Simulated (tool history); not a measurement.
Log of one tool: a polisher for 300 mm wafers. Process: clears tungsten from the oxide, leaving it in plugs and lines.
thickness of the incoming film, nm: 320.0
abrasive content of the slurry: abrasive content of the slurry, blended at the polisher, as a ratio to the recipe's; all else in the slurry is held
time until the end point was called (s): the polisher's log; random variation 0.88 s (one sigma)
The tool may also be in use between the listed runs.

run	day	flow of slurry (ml/min)	pressure of the wafer on the pad (kPa)	speed of the pad under the wafer (m/s)	abrasive content of the slurry	overpolish time after the end point (s)	time until the end point was called (s)
1	0	260	27.6	1.32	1	6	47.741
2	0.262	260	27.6	1.32	1	6	48.142
3	0.35	260	24.1	1.26	1	6	55.924
4	0.388	260	24.1	1.1	1	6	62.613
5	0.479	260	24.1	1.1	1	6	62.314
6	0.8	220	24.1	1.1	1	6	65.05
7	0.829	210	22.1	1.08	1	6	70.053
8	0.867	205	20	1.04	1	6	79.147
9	1.2	200	18.6	1.04	1	6	84.473
10	1.288	195	17.2	1.04	1	6	91.055
11	1.562	195	17.2	1.04	1	6	91.809
12	1.921	195	16.5	1.04	1	6	94.33
13	2.246	190	12.4	1.04	1	6	122.46

The next listed run, before its measurement:
14	2.367	190	13.1	1.04	1	6	?

{"run 14": {"time until the end point was called (s)": 116.65}}

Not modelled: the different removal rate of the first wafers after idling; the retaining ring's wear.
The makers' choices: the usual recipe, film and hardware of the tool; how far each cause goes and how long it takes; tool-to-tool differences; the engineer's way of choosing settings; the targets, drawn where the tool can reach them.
